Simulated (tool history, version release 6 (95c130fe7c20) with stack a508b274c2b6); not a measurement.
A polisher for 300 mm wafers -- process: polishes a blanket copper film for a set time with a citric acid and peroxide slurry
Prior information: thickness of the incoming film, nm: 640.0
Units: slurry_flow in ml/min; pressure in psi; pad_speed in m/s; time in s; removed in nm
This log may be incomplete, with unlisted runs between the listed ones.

| run | hour | slurry_flow | pressure | pad_speed | slurry_solids | time | removed |
|---|---|---|---|---|---|---|---|
| 1 | 0.0 | 125 | 3.7 | 0.92 | 1.0 | 59 | 157.14 |
| 2 | 2.3 | 125 | 3.7 | 0.92 | 1.0 | 53 | 138.52 |
| 3 | 7.1 | 125 | 3.7 | 0.92 | 0.9 | 53 | 137.57 |
| 4 | 12.9 | 125 | 3.4 | 0.92 | 0.9 | 53 | 125.96 |
| 5 | 17.5 | 140 | 3.4 | 0.92 | 0.9 | 53 | 127.40 |
| 6 | 20.3 | 140 | 3.2 | 0.92 | 0.9 | 53 | 119.48 |
| 7 | 26.7 | 140 | 3.0 | 0.92 | 0.9 | 53 | 112.95 |
| 8 | 29.7 | 140 | 3.0 | 0.92 | 0.9 | 53 | 113.49 |
| 9 | 30.3 | 140 | 3.0 | 0.92 | 0.9 | 53 | 112.68 |
| 10 | 32.4 | 140 | 3.0 | 0.92 | 0.9 | 53 | 113.39 |

The next listed run, before its measurement:
| 11 | 41.0 | 140 | 3.0 | 0.92 | 0.9 | 53 | ? |

Run 11 yielded removed 115.24 nm.
